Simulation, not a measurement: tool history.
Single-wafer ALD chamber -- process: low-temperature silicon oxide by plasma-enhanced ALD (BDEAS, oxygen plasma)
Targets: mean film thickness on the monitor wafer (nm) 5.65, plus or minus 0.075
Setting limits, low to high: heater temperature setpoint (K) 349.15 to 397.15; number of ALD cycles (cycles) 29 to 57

run  hour  heater temperature setpoint (K)  number of ALD cycles (cycles)  mean film thickness on the monitor wafer (nm)
  1     0                           373.15                             43                                         6.4737
  2   1.3                           375.15                             42                                         6.2785
  3   4.8                           378.15                             42                                         6.2598
  4   7.1                           380.15                             41                                         6.0966
  5  11.8                           382.15                             41                                          6.081
  6  18.5                           383.15                             41                                         6.0593
  7  25.7                           384.15                             41                                         6.0528
  8  27.8                           385.15                             41                                         6.0196

Which one of the following 4 next-run settings gets every result inside its allowed miss? There is exactly one.
  A  29.9                           394.15                             46                                              ?
  B  29.9                           380.15                             38                                              ?
  C  29.9                           385.15                             40                                              ?
  D  29.9                           381.15                             42                                              ?

move  mean film thickness on the monitor wafer (nm)
   A                                          6.695
   B                                         5.6958
   C                                         5.9335
   D                                         6.2823
A: misses by more than the last run did
B: every result within its allowed miss
C: nearer than the last run, and not there yet
D: misses by more than the last run did
Correct choice: B, which meets every target

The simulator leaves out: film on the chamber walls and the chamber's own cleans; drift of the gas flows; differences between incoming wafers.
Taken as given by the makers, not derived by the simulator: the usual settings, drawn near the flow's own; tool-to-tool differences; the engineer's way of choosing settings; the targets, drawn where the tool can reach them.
